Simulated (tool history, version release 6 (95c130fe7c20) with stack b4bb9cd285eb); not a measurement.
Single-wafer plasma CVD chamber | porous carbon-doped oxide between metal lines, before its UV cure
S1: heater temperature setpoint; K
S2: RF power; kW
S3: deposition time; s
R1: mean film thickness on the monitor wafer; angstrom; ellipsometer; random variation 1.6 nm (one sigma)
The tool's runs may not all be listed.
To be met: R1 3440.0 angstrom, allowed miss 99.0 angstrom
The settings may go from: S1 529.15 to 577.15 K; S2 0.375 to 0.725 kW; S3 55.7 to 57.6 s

{"run": 1, "hour": 0.0, "S1": 553.15, "S2": 0.55, "S3": 55.7, "R1": 3938.0}
{"run": 2, "hour": 3.7, "S1": 556.15, "S2": 0.545, "S3": 55.7, "R1": 3830.2}
{"run": 3, "hour": 5.5, "S1": 558.15, "S2": 0.54, "S3": 55.7, "R1": 3725.7}
{"run": 4, "hour": 11.8, "S1": 559.15, "S2": 0.54, "S3": 55.7, "R1": 3744.7}
{"run": 5, "hour": 18.1, "S1": 559.15, "S2": 0.54, "S3": 55.7, "R1": 3717.3}
{"run": 6, "hour": 19.4, "S1": 561.15, "S2": 0.535, "S3": 55.7, "R1": 3658.0}
{"run": 7, "hour": 24.1, "S1": 562.15, "S2": 0.53, "S3": 55.7, "R1": 3565.5}
{"run": 8, "hour": 31.3, "S1": 563.15, "S2": 0.53, "S3": 55.7, "R1": 3574.7}
{"run": 9, "hour": 31.8, "S1": 564.15, "S2": 0.53, "S3": 55.7, "R1": 3581.6}

5 next moves are on the table. One of them brings every result within its allowed miss. Which?
{"run": "A", "hour": 32.3, "S1": 554.15, "S2": 0.54, "S3": 55.7, "R1": "?"}
{"run": "B", "hour": 32.3, "S1": 564.15, "S2": 0.56, "S3": 56.2, "R1": "?"}
{"run": "C", "hour": 32.3, "S1": 560.15, "S2": 0.54, "S3": 57.2, "R1": "?"}
{"run": "D", "hour": 32.3, "S1": 564.15, "S2": 0.5, "S3": 57.6, "R1": "?"}
{"run": "E", "hour": 32.3, "S1": 574.15, "S2": 0.595, "S3": 56.6, "R1": "?"}

move=A R1=3814.9
move=B R1=3774.8
move=C R1=3788.7
move=D R1=3452.7
move=E R1=3820.9
A: further off than the last run
B: further off than the last run
C: further off than the last run
D: meets every target
E: further off than the last run
Move D is the one to make.

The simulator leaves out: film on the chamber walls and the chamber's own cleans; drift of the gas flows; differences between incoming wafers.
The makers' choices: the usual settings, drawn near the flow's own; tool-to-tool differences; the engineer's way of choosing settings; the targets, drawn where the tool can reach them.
